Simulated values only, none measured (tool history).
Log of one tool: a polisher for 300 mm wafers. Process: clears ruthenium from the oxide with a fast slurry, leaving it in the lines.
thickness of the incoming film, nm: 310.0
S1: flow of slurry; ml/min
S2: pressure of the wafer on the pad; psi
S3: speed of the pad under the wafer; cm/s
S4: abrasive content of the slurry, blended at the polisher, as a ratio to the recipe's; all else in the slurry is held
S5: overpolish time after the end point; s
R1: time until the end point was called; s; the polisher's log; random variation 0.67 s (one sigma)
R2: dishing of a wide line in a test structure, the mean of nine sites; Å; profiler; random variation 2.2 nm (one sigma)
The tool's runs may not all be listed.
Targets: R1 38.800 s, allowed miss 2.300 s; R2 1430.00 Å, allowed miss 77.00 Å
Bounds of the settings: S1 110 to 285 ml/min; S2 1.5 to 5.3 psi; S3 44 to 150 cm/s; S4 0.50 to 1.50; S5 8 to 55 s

Run 1, day 0.000: S1 180 ml/min, S2 3.4 psi, S3 96 cm/s, S4 1.00, S5 28 s. Result: R1 54.271 s, R2 966.21 Å.
Run 2, day 0.133: S1 180 ml/min, S2 3.4 psi, S3 96 cm/s, S4 1.20, S5 28 s. Result: R1 47.275 s, R2 1032.10 Å.
Run 3, day 0.258: S1 180 ml/min, S2 3.6 psi, S3 96 cm/s, S4 1.20, S5 30 s. Result: R1 45.483 s, R2 1107.00 Å.
Run 4, day 0.438: S1 180 ml/min, S2 3.8 psi, S3 96 cm/s, S4 1.20, S5 32 s. Result: R1 42.889 s, R2 1196.20 Å.
Run 5, day 0.758: S1 145 ml/min, S2 3.8 psi, S3 96 cm/s, S4 1.20, S5 32 s. Result: R1 46.088 s, R2 1145.10 Å.
Run 6, day 1.067: S1 160 ml/min, S2 3.9 psi, S3 96 cm/s, S4 1.20, S5 33 s. Result: R1 44.032 s, R2 1164.50 Å.
Run 7, day 1.271: S1 170 ml/min, S2 3.9 psi, S3 96 cm/s, S4 1.20, S5 35 s. Result: R1 43.867 s, R2 1226.90 Å.
Run 8, day 1.579: S1 170 ml/min, S2 4.4 psi, S3 98 cm/s, S4 1.20, S5 38 s. Result: R1 38.249 s, R2 1340.30 Å.

5 next moves are on the table. One of them brings every result within its allowed miss. Which?
Run A, day 1.888: S1 175 ml/min, S2 5.0 psi, S3 102 cm/s, S4 1.15, S5 27 s. Result: R1 ?, R2 ?.
Run B, day 1.888: S1 245 ml/min, S2 4.0 psi, S3 106 cm/s, S4 1.15, S5 31 s. Result: R1 ?, R2 ?.
Run C, day 1.888: S1 185 ml/min, S2 4.1 psi, S3 92 cm/s, S4 1.25, S5 36 s. Result: R1 ?, R2 ?.
Run D, day 1.888: S1 170 ml/min, S2 4.4 psi, S3 84 cm/s, S4 1.10, S5 48 s. Result: R1 ?, R2 ?.
Run E, day 1.888: S1 195 ml/min, S2 4.9 psi, S3 82 cm/s, S4 1.25, S5 44 s. Result: R1 ?, R2 ?.

move      R1       R2
   A  36.140  1193.60
   B  39.524  1225.90
   C  42.019  1283.90
   D  45.877  1410.10
   E  39.196  1452.00
A: further off than the last run
B: further off than the last run
C: further off than the last run
D: brings the result that was furthest off to its target, and leaves another outside
E: meets every target
The right move is E.
